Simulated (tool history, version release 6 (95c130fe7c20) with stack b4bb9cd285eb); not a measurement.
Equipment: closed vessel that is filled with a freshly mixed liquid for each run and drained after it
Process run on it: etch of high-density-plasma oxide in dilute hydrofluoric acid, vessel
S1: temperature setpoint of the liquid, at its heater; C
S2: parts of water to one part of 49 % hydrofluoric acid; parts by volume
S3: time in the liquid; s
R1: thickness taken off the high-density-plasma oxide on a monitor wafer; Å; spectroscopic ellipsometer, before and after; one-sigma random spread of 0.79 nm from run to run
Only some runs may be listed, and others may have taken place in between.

run,day,S1,S2,S3,R1
1,0,25,70,540,623.46
2,0.388,25,70,540,617.65
3,0.521,26,65,540,696.24
4,0.579,26.5,60,540,776.03
5,0.804,26.5,60,580,832.01
6,1.058,26.5,60,580,841.97
# day 1.154: thermometer replaced
7,1.154,27,55,580,978.6

Expected results for the next run?
8,1.529,31,45,580,?

Run 8 came out at R1 1424.7 Å.
